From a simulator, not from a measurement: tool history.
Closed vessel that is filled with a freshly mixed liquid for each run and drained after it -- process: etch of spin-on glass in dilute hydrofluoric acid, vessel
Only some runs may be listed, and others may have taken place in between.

| run | hour | temperature setpoint of the liquid (C) | parts of water to one part of 49 % hydrofluoric acid (parts by volume) | time in the liquid (s) | thickness taken off the spin-on glass on a monitor wafer (angstrom) |
|---|---|---|---|---|---|
| 1 | 0.0 | 25.0 | 100 | 105 | 398.69 |
| 2 | 8.3 | 26.5 | 90 | 105 | 474.54 |
| 3 | 13.7 | 28.5 | 90 | 105 | 515.85 |
| 4 | 17.0 | 29.5 | 80 | 105 | 608.10 |
| 5 | 24.2 | 29.5 | 80 | 105 | 608.60 |
| 6 | 30.7 | 30.0 | 75 | 105 | 667.13 |
| 7 | 32.8 | 30.5 | 70 | 105 | 725.22 |
| 8 | 41.1 | 31.0 | 65 | 105 | 807.81 |
| 9 | 46.1 | 31.5 | 65 | 105 | 830.97 |

Estimate the outcome of run 10 from the log above:
| 10 | 50.8 | 32.0 | 65 | 105 | ? |

{"run 10": {"thickness taken off the spin-on glass on a monitor wafer (angstrom)": 837.69}}

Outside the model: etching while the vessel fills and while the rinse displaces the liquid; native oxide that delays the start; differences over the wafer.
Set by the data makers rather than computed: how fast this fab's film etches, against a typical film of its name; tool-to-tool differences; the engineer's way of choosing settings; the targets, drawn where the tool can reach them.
